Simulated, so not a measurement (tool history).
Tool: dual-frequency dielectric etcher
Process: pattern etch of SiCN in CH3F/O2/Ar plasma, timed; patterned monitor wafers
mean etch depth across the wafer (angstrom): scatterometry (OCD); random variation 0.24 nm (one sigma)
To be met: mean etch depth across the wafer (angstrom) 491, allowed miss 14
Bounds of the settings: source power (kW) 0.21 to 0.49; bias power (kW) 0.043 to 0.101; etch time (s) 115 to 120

run  hour  source power (kW)  bias power (kW)  etch time (s)  mean etch depth across the wafer (angstrom)
  1     0               0.35            0.072            115                                       421.76
  2   1.8               0.35            0.068            115                                       413.57
  3   5.4               0.36            0.069            115                                       418.01
  4    11               0.37             0.07            115                                       428.47
  5  17.4               0.32             0.07            115                                       404.16
  6  22.3               0.33            0.071            115                                       415.47
  7  26.9               0.34            0.072            115                                       418.56
  8  30.4               0.35            0.073            115                                       421.41
  9  33.8               0.36            0.074          115.5                                       434.49
 10  38.8               0.37            0.075          115.5                                       443.59
 11  47.6               0.38            0.075          115.5                                       439.86
 12  53.8               0.39            0.076          115.5                                       450.48
 13  59.8                0.4            0.077          115.5                                        455.1
 14  61.8               0.41            0.078          115.5                                       462.81
 15  67.1               0.43             0.08            116                                       475.94

Which of these 5 next moves meets every target?
  A  72.4               0.31            0.094            118                                            ?
  B  72.4               0.45            0.072            115                                            ?
  C  72.4               0.45            0.064          119.5                                            ?
  D  72.4               0.43            0.081            118                                            ?
  E  72.4               0.45            0.073            115                                            ?

move  mean etch depth across the wafer (angstrom)
   A                                       454.96
   B                                       460.38
   C                                       460.21
   D                                       483.75
   E                                       462.51
A: further off than the last run
B: further off than the last run
C: further off than the last run
D: meets every target
E: further off than the last run
The right move is D.

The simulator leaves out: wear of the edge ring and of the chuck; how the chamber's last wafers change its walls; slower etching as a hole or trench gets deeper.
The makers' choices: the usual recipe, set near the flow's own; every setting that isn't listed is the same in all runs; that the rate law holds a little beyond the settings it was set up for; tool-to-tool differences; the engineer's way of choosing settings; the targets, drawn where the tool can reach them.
